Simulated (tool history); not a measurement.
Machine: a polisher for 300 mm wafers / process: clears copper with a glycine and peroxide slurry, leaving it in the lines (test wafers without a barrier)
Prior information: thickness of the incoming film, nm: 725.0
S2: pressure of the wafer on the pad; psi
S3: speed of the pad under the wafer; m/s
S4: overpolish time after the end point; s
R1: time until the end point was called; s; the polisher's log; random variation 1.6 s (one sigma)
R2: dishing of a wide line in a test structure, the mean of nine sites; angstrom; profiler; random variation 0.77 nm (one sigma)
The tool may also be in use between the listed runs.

Run 1, day 0.000: flow of slurry (ml/min) 135, S2 2.4 psi, S3 0.88 m/s, S4 13 s. Result: R1 163.27 s, R2 384.54 angstrom.
Run 2, day 0.312: flow of slurry (ml/min) 130, S2 2.5 psi, S3 0.88 m/s, S4 14 s. Result: R1 159.58 s, R2 402.03 angstrom.
Run 3, day 0.592: flow of slurry (ml/min) 135, S2 2.6 psi, S3 0.88 m/s, S4 15 s. Result: R1 152.80 s, R2 439.27 angstrom.
Run 4, day 0.888: flow of slurry (ml/min) 135, S2 2.4 psi, S3 0.88 m/s, S4 15 s. Result: R1 165.19 s, R2 417.79 angstrom.
Run 5, day 1.096: flow of slurry (ml/min) 135, S2 2.4 psi, S3 0.80 m/s, S4 15 s. Result: R1 171.77 s, R2 403.05 angstrom.
Run 6, day 1.175: flow of slurry (ml/min) 135, S2 2.5 psi, S3 0.82 m/s, S4 16 s. Result: R1 164.89 s, R2 436.43 angstrom.
Run 7, day 1.542: flow of slurry (ml/min) 135, S2 2.5 psi, S3 0.82 m/s, S4 16 s. Result: R1 166.51 s, R2 433.57 angstrom.

Forecast run 8:
Run 8, day 1.683: flow of slurry (ml/min) 135, S2 2.6 psi, S3 0.84 m/s, S4 17 s. Result: R1 ?, R2 ?.

{"run 8": {"R1": 159.69, "R2": 467.41}}

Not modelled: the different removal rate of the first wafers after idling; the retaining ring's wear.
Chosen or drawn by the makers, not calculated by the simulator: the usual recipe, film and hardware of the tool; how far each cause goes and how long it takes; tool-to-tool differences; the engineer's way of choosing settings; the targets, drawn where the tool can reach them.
